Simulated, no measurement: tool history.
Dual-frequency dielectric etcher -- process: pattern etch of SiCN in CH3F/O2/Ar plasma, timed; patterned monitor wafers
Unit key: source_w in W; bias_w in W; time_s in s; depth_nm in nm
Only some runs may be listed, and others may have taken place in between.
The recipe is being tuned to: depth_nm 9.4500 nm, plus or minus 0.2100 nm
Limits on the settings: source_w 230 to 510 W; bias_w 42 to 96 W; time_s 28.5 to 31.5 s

run  hour  source_w  bias_w  time_s  depth_nm
  1   0.0       370      69    31.5   10.6480
  2   7.9       350      68    31.5   10.5020
  3   8.5       350      68    31.5   10.4910
  4  15.7       350      68    31.5   10.6030
  5  19.4       350      68    31.5   10.3320
  6  23.8       400      68    31.5   10.8770
  7  32.2       370      65    31.5   10.6000
     34.7  -- source power generator calibrated
  8  34.7       350      63    31.5   10.0000
  9  38.7       340      63    31.5   10.0310
 10  39.4       280      58    31.5    9.0089

Which of these 4 next moves meets every target?
  A  40.1       260      63    31.5         ?
  B  40.1       310      64    30.5         ?
  C  40.1       290      66    30.0         ?
  D  40.1       310      50    31.0         ?

move  depth_nm
   A    8.9753
   B    9.2929
   C    9.0446
   D    8.5561
A: further off than the last run
B: all results in spec
C: gains on the last run, yet a result remains outside its allowed miss
D: further off than the last run
B meets every target.
